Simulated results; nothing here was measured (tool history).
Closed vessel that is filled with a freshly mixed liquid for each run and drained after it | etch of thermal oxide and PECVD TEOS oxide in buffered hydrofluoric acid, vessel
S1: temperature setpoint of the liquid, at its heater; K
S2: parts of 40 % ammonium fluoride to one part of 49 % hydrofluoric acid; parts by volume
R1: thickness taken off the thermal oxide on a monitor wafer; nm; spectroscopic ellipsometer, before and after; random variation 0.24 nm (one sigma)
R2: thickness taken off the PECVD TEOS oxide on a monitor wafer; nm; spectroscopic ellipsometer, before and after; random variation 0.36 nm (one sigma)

run 1 hour=0.0 | S1=297.15 S2=12.0 time_in_the_liquid_(s)=60 | R1=47.493 R2=55.357
run 2 hour=5.6 | S1=297.15 S2=8.5 time_in_the_liquid_(s)=60 | R1=65.943 R2=75.332
run 3 hour=12.6 | S1=296.15 S2=8.5 time_in_the_liquid_(s)=60 | R1=62.477 R2=71.054
run 4 hour=15.0 | S1=295.15 S2=8.5 time_in_the_liquid_(s)=60 | R1=58.984 R2=67.770
run 5 hour=23.6 | S1=296.65 S2=8.5 time_in_the_liquid_(s)=60 | R1=64.484 R2=74.116
run 6 hour=25.2 | S1=295.65 S2=8.5 time_in_the_liquid_(s)=60 | R1=61.765 R2=70.378

Run 7 comes next. What will it give?
run 7 hour=26.3 | S1=294.65 S2=8.5 time_in_the_liquid_(s)=60 | R1=? R2=?

R1: 57.458 nm
R2: 66.044 nm

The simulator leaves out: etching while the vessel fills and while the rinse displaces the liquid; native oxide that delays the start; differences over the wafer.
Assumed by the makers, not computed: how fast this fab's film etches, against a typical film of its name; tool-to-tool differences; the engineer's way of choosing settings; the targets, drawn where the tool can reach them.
